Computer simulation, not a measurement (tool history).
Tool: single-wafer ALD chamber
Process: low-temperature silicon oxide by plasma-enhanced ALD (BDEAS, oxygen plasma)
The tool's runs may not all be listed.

run    day  heater temperature setpoint (deg C)  number of ALD cycles (cycles)  mean film thickness on the monitor wafer (nm)
  1  0.000                                   95                             42                                         6.3927
  2  0.321                                   95                             48                                         7.3241
  3  0.379                                   97                             48                                         7.2644
  4  0.471                                   97                             42                                         6.3562
  5  0.771                                   95                             42                                         6.4354
  6  0.946                                   93                             42                                         6.4586

The next listed run, before its measurement:
  7  1.292                                   91                             42                                              ?

mean film thickness on the monitor wafer (nm): 6.4773
